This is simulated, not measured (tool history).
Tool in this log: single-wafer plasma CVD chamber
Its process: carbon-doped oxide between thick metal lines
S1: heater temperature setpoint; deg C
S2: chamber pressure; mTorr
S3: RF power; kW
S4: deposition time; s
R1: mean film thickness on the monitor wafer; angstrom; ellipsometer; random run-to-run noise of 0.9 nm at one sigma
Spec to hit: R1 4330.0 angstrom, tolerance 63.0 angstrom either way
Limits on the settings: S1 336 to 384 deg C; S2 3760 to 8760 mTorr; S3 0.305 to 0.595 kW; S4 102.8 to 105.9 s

Run 1, day 0.000: S1 360 deg C, S2 6260 mTorr, S3 0.450 kW, S4 102.8 s. Result: R1 4862.0 angstrom.
Run 2, day 0.233: S1 363 deg C, S2 5890 mTorr, S3 0.440 kW, S4 102.8 s. Result: R1 4686.6 angstrom.
Run 3, day 0.575: S1 366 deg C, S2 5640 mTorr, S3 0.440 kW, S4 102.8 s. Result: R1 4625.0 angstrom.
Run 4, day 0.700: S1 369 deg C, S2 5430 mTorr, S3 0.440 kW, S4 102.8 s. Result: R1 4595.4 angstrom.
Run 5, day 1.008: S1 369 deg C, S2 5430 mTorr, S3 0.440 kW, S4 102.8 s. Result: R1 4596.6 angstrom.
Run 6, day 1.083: S1 369 deg C, S2 5430 mTorr, S3 0.440 kW, S4 102.8 s. Result: R1 4594.2 angstrom.
Run 7, day 1.396: S1 371 deg C, S2 5180 mTorr, S3 0.435 kW, S4 102.8 s. Result: R1 4493.2 angstrom.
Run 8, day 1.529: S1 373 deg C, S2 5040 mTorr, S3 0.435 kW, S4 102.8 s. Result: R1 4473.2 angstrom.
Run 9, day 1.833: S1 378 deg C, S2 4430 mTorr, S3 0.420 kW, S4 102.8 s. Result: R1 4199.5 angstrom.
Run 10, day 1.996: S1 376 deg C, S2 4520 mTorr, S3 0.420 kW, S4 102.8 s. Result: R1 4242.8 angstrom.
Run 11, day 2.300: S1 375 deg C, S2 4590 mTorr, S3 0.420 kW, S4 102.8 s. Result: R1 4250.3 angstrom.

Below are 5 possible settings for the next run. Only one of them brings all results inside the allowed miss of their targets. Which is it?
Run A, day 2.604: S1 375 deg C, S2 4680 mTorr, S3 0.430 kW, S4 105.9 s. Result: R1 ?.
Run B, day 2.604: S1 374 deg C, S2 4620 mTorr, S3 0.415 kW, S4 102.8 s. Result: R1 ?.
Run C, day 2.604: S1 368 deg C, S2 5100 mTorr, S3 0.415 kW, S4 105.5 s. Result: R1 ?.
Run D, day 2.604: S1 378 deg C, S2 4980 mTorr, S3 0.400 kW, S4 105.9 s. Result: R1 ?.
Run E, day 2.604: S1 373 deg C, S2 6490 mTorr, S3 0.400 kW, S4 105.9 s. Result: R1 ?.

move      R1
   A  4491.7
   B  4215.0
   C  4433.5
   D  4182.7
   E  4335.5
A: takes the result that was furthest off past its target
B: lands further from the targets than the last run did
C: takes the result that was furthest off past its target
D: lands further from the targets than the last run did
E: all results land within tolerance of their targets
Answer: E

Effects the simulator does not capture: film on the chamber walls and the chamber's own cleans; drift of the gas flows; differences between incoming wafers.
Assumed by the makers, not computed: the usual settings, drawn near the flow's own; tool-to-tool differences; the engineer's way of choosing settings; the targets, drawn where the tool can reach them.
